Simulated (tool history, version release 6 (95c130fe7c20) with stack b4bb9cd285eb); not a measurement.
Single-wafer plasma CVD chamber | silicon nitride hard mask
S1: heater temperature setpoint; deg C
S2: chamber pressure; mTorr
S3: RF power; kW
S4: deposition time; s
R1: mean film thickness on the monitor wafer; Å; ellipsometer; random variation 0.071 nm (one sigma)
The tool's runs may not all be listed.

run,hour,S1,S2,S3,S4,R1
1,0.0,390,1980,0.390,27.6,372.86
2,6.2,390,1660,0.390,27.6,357.06
3,10.6,390,1560,0.380,27.6,345.31
4,14.4,380,1560,0.380,27.6,346.74
5,19.1,380,1480,0.375,27.6,340.37
6,23.0,372,1480,0.375,27.6,341.57
7,31.0,372,1480,0.375,27.6,340.24
8,33.9,372,1190,0.355,27.5,308.07

What does the tool deliver on the next run?
9,40.6,372,1230,0.355,27.5,?

Run 9 came out at R1 312.74 Å.
